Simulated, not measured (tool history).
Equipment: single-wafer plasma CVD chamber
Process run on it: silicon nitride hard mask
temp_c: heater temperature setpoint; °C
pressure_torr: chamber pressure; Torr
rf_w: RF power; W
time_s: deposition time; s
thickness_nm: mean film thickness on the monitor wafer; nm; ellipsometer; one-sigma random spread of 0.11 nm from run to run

run 1 day=0 | temp_c=410 pressure_torr=1.97 rf_w=380 time_s=21.2 | thickness_nm=32.868
run 2 day=0.192 | temp_c=410 pressure_torr=1.82 rf_w=370 time_s=21.2 | thickness_nm=31.331
run 3 day=0.262 | temp_c=410 pressure_torr=1.82 rf_w=370 time_s=21.2 | thickness_nm=31.419
run 4 day=0.35 | temp_c=404 pressure_torr=1.82 rf_w=370 time_s=21.2 | thickness_nm=31.55
run 5 day=0.417 | temp_c=404 pressure_torr=1.68 rf_w=370 time_s=21.2 | thickness_nm=30.301
run 6 day=0.6 | temp_c=404 pressure_torr=1.68 rf_w=405 time_s=21.2 | thickness_nm=31.632
run 7 day=0.783 | temp_c=404 pressure_torr=1.58 rf_w=405 time_s=21.2 | thickness_nm=30.862
run 8 day=1.108 | temp_c=404 pressure_torr=1.5 rf_w=405 time_s=21.2 | thickness_nm=29.878
run 9 day=1.442 | temp_c=404 pressure_torr=1.28 rf_w=400 time_s=21.2 | thickness_nm=26.965
run 10 day=1.571 | temp_c=403 pressure_torr=1.31 rf_w=400 time_s=21.2 | thickness_nm=27.414
run 11 day=1.921 | temp_c=403 pressure_torr=1.33 rf_w=400 time_s=21.2 | thickness_nm=27.862
run 12 day=1.962 | temp_c=403 pressure_torr=1.47 rf_w=405 time_s=21.2 | thickness_nm=29.593
run 13 day=2.138 | temp_c=404 pressure_torr=1.45 rf_w=405 time_s=21.2 | thickness_nm=29.56
run 14 day=2.442 | temp_c=404 pressure_torr=1.43 rf_w=405 time_s=21.2 | thickness_nm=29.024

Estimate the outcome of run 15 from the log above:
run 15 day=2.496 | temp_c=404 pressure_torr=1.42 rf_w=405 time_s=21.2 | thickness_nm=?

thickness_nm: 29.159 nm
